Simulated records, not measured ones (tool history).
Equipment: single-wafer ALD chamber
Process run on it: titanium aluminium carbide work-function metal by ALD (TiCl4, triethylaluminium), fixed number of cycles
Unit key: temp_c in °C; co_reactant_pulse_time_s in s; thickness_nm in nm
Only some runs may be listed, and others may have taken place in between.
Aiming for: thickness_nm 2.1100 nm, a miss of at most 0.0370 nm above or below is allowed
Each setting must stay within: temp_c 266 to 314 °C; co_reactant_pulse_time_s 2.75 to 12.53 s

run,hour,temp_c,co_reactant_pulse_time_s,thickness_nm
1,0.0,290,7.64,1.9519
2,5.5,292,7.74,1.9524
3,11.3,294,7.95,1.9765
4,14.8,294,8.77,2.0248
5,17.9,295,8.86,2.0234
6,24.5,284,8.86,1.9123
7,28.8,286,8.98,1.9396
8,30.2,286,8.98,1.9431
9,32.9,286,8.98,1.9377
10,36.9,286,8.98,1.9369
11,40.8,288,9.09,1.9667
12,44.2,290,9.18,1.9822
13,46.8,291,9.28,1.9941

Exercise: of the 5 proposed moves below, exactly one satisfies all targets within the stated allowed misses. Which move is it?
A,49.4,290,9.63,?
B,49.4,288,8.55,?
C,49.4,307,7.87,?
D,49.4,310,12.28,?
E,49.4,286,7.30,?

move,thickness_nm
A,1.9804
B,1.9291
C,2.0927
D,2.2349
E,1.8587
A: moves away from the targets compared with the last run
B: moves away from the targets compared with the last run
C: every result lands within tolerance
D: moves the result that the last run missed by most past its target, out the other side
E: moves away from the targets compared with the last run
The right move is C.

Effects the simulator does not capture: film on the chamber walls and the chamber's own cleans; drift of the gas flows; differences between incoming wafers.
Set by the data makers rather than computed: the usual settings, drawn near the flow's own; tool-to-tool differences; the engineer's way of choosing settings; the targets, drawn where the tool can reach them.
